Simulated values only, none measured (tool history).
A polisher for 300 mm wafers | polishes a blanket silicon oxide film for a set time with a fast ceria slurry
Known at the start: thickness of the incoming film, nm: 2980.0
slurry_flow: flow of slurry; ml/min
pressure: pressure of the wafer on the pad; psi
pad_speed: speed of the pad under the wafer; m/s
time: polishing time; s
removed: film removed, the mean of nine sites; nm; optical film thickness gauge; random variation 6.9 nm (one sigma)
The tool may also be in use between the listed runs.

run,hour,slurry_flow,pressure,pad_speed,time,removed
1,0.0,180,2.8,1.12,33,456.43
2,7.8,185,3.0,1.12,33,483.29
3,16.3,185,3.2,1.12,33,514.03
4,21.3,185,3.3,1.12,33,526.63
5,29.6,185,3.4,1.12,33,547.18
6,32.5,185,3.4,1.12,33,539.28
7,38.1,185,3.5,1.12,33,559.37
# hour 46.3: slurry nozzle cleaned
8,46.3,185,3.6,1.12,33,593.26

The next listed run, before its measurement:
9,49.3,185,3.6,1.12,33,?

removed: 598.48 nm
